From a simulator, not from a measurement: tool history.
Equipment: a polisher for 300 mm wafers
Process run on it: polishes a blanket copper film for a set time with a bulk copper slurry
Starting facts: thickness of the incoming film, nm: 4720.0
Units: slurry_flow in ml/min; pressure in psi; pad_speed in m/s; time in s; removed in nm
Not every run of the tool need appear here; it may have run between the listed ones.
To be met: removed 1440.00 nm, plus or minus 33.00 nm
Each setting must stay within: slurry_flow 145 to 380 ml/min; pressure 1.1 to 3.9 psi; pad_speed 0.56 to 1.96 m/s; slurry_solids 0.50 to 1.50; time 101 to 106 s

run,hour,slurry_flow,pressure,pad_speed,slurry_solids,time,removed
1,0.0,245,2.5,1.26,1.00,101,883.21
2,4.5,250,2.6,1.26,1.00,101,928.19
3,12.9,250,2.6,1.26,1.00,106,969.02
4,14.3,250,2.2,1.26,1.00,106,826.85
5,22.6,250,2.4,1.26,1.00,106,896.56
6,23.3,250,2.4,1.26,1.00,106,891.72
7,27.0,250,2.5,1.26,1.00,106,933.78
8,34.8,250,2.6,1.26,1.00,106,977.35
9,37.2,250,2.7,1.26,1.00,106,1007.70

Exactly one of the 5 candidate moves below puts every result within its allowed miss. Which one?
A,39.6,270,3.3,1.56,1.00,106,?
B,39.6,325,3.5,1.48,0.85,106,?
C,39.6,290,3.8,1.30,1.15,106,?
D,39.6,265,3.2,1.58,1.20,106,?
E,39.6,285,3.3,1.50,0.80,106,?

move,removed
A,1526.70
B,1528.90
C,1507.70
D,1537.10
E,1434.30
A: carries the result that was furthest off beyond its target, to the other side
B: carries the result that was furthest off beyond its target, to the other side
C: carries the result that was furthest off beyond its target, to the other side
D: carries the result that was furthest off beyond its target, to the other side
E: in spec on every target
The move that meets every target is E.
